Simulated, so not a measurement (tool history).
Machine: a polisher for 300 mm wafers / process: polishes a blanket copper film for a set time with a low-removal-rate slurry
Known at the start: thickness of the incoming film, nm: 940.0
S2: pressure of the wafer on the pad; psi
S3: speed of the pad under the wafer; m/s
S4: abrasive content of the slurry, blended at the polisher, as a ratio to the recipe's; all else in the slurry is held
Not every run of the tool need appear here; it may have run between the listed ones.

run 1 hour=0.0 | flow_of_slurry_(ml/min)=170 S2=2.8 S3=0.86 S4=1.0 polishing_time_(s)=72 | film_removed_(nm)=158.66
run 2 hour=4.4 | flow_of_slurry_(ml/min)=170 S2=2.8 S3=0.66 S4=1.0 polishing_time_(s)=72 | film_removed_(nm)=123.25
run 3 hour=6.3 | flow_of_slurry_(ml/min)=170 S2=3.1 S3=0.66 S4=1.0 polishing_time_(s)=72 | film_removed_(nm)=135.69
run 4 hour=9.7 | flow_of_slurry_(ml/min)=175 S2=3.3 S3=0.68 S4=1.0 polishing_time_(s)=72 | film_removed_(nm)=150.88
run 5 hour=17.1 | flow_of_slurry_(ml/min)=180 S2=3.4 S3=0.70 S4=1.0 polishing_time_(s)=72 | film_removed_(nm)=158.65
run 6 hour=17.7 | flow_of_slurry_(ml/min)=140 S2=3.4 S3=0.70 S4=1.0 polishing_time_(s)=72 | film_removed_(nm)=152.86

Forecast run 7:
-- hour=22.6 head pressure recalibrated
run 7 hour=22.6 | flow_of_slurry_(ml/min)=145 S2=3.5 S3=0.72 S4=1.0 polishing_time_(s)=72 | film_removed_(nm)=?

{"run 7": {"film removed (nm)": 173.1}}
